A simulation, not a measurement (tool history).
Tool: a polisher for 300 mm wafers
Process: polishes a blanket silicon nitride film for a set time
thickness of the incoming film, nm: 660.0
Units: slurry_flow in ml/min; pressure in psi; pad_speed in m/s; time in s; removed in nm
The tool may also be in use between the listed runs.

{"run": 1, "hour": 0.0, "slurry_flow": 300, "pressure": 3.8, "pad_speed": 1.42, "time": 86, "removed": 171.09}
{"run": 2, "hour": 4.1, "slurry_flow": 330, "pressure": 3.8, "pad_speed": 1.42, "time": 86, "removed": 172.09}
{"run": 3, "hour": 9.2, "slurry_flow": 330, "pressure": 3.8, "pad_speed": 1.58, "time": 86, "removed": 185.75}
{"run": 4, "hour": 12.4, "slurry_flow": 330, "pressure": 3.8, "pad_speed": 1.58, "time": 86, "removed": 184.34}
{"run": 5, "hour": 18.1, "slurry_flow": 330, "pressure": 4.2, "pad_speed": 1.58, "time": 86, "removed": 205.82}
{"run": 6, "hour": 26.4, "slurry_flow": 330, "pressure": 4.5, "pad_speed": 1.58, "time": 86, "removed": 218.84}
{"run": 7, "hour": 27.3, "slurry_flow": 330, "pressure": 4.8, "pad_speed": 1.58, "time": 86, "removed": 233.03}
{"run": 8, "hour": 28.3, "slurry_flow": 330, "pressure": 5, "pad_speed": 1.58, "time": 86, "removed": 244.38}
{"run": 9, "hour": 37.0, "slurry_flow": 330, "pressure": 5.1, "pad_speed": 1.58, "time": 86, "removed": 247.03}

The next listed run, before its measurement:
{"run": 10, "hour": 39.9, "slurry_flow": 330, "pressure": 5.2, "pad_speed": 1.58, "time": 86, "removed": "?"}

removed: 251.1 nm

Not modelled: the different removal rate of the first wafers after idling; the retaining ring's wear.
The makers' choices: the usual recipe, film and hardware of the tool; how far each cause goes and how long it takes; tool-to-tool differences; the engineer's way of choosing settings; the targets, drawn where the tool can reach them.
